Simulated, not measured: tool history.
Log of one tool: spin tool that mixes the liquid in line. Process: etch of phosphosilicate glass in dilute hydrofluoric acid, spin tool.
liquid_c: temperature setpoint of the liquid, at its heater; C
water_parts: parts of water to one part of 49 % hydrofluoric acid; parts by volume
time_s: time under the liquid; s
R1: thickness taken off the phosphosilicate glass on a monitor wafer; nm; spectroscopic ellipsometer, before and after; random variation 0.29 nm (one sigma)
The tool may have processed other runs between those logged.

Run 1, day 0: liquid_c 24 C, water_parts 65 parts by volume, time_s 15 s. Result: R1 24.61 nm.
Run 2, day 0.371: liquid_c 24 C, water_parts 75 parts by volume, time_s 15 s. Result: R1 20.849 nm.
Run 3, day 0.579: liquid_c 26 C, water_parts 75 parts by volume, time_s 15 s. Result: R1 22.438 nm.
Run 4, day 0.825: liquid_c 25 C, water_parts 75 parts by volume, time_s 15 s. Result: R1 21.466 nm.
Run 5, day 1.158: liquid_c 26.5 C, water_parts 70 parts by volume, time_s 15 s. Result: R1 24.314 nm.
Run 6, day 1.246: liquid_c 23.5 C, water_parts 70 parts by volume, time_s 15 s. Result: R1 21.882 nm.

What will run 7 give?
Run 7, day 1.404: liquid_c 25.5 C, water_parts 70 parts by volume, time_s 15 s. Result: R1 ?.

{"run 7": {"R1": 23.813}}
